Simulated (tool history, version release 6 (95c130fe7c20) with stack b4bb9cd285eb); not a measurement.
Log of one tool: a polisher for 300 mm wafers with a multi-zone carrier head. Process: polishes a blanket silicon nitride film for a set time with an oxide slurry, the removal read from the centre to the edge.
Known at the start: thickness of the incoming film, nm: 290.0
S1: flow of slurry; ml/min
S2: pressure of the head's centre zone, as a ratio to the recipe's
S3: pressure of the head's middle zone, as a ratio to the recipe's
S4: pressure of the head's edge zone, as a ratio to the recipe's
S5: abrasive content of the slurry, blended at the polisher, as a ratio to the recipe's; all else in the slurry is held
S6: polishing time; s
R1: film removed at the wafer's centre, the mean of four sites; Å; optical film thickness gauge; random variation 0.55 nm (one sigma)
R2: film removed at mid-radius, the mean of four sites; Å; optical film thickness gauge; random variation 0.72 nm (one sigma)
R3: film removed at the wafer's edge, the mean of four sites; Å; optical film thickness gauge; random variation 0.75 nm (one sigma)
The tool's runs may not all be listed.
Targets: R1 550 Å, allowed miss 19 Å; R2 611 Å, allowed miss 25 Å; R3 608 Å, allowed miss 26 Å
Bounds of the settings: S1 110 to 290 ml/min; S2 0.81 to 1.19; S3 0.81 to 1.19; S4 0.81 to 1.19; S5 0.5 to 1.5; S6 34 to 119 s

| run | hour | S1 | S2 | S3 | S4 | S5 | S6 | R1 | R2 | R3 |
|---|---|---|---|---|---|---|---|---|---|---|
| 1 | 0 | 185 | 1 | 1 | 1 | 1 | 76 | 441.56 | 413.23 | 442.17 |
| 2 | 8 | 190 | 0.99 | 1.03 | 1.03 | 1.1 | 76 | 451.03 | 443.32 | 452.95 |
| 3 | 15 | 190 | 0.99 | 1.03 | 0.97 | 1.1 | 76 | 454.1 | 440.26 | 451.84 |
| 4 | 16.9 | 190 | 0.99 | 1 | 0.97 | 1.1 | 76 | 451.31 | 438.79 | 448.81 |
| 5 | 24.7 | 190 | 0.99 | 1 | 0.97 | 1.25 | 76 | 477.02 | 456.98 | 463.49 |
| 6 | 30.4 | 190 | 0.97 | 1.01 | 0.99 | 1.3 | 79 | 491.36 | 469.58 | 501.95 |
| 7 | 34.7 | 200 | 0.96 | 1.05 | 1 | 1.35 | 80 | 511.2 | 504.91 | 514.23 |
| 8 | 39.2 | 200 | 0.87 | 1.12 | 1.1 | 1.5 | 87 | 513.49 | 611.35 | 604.49 |
| 9 | 46.3 | 205 | 0.88 | 1.12 | 1.1 | 1.5 | 87 | 521.02 | 606.95 | 602.8 |
| 10 | 50 | 210 | 0.89 | 1.12 | 1.1 | 1.5 | 87 | 529.21 | 611.58 | 615.09 |

4 next moves are on the table. One of them brings every result within its allowed miss. Which?
| A | 53.7 | 230 | 0.94 | 0.99 | 1.11 | 1.5 | 85 | ? | ? | ? |
| B | 53.7 | 210 | 0.89 | 1.18 | 1.13 | 1.5 | 85 | ? | ? | ? |
| C | 53.7 | 225 | 0.89 | 1.05 | 1.02 | 1.5 | 90 | ? | ? | ? |
| D | 53.7 | 205 | 0.9 | 1.07 | 1.15 | 1.5 | 96 | ? | ? | ? |

| move | R1 | R2 | R3 |
|---|---|---|---|
| A | 562.26 | 543.45 | 615.69 |
| B | 526.66 | 614.8 | 615.22 |
| C | 562.09 | 600.12 | 623.46 |
| D | 599.26 | 642.3 | 700.58 |
A: brings the result that was furthest off to its target, and leaves another outside
B: further off than the last run
C: meets every target
D: takes the result that was furthest off past its target
Move C is the one to make.

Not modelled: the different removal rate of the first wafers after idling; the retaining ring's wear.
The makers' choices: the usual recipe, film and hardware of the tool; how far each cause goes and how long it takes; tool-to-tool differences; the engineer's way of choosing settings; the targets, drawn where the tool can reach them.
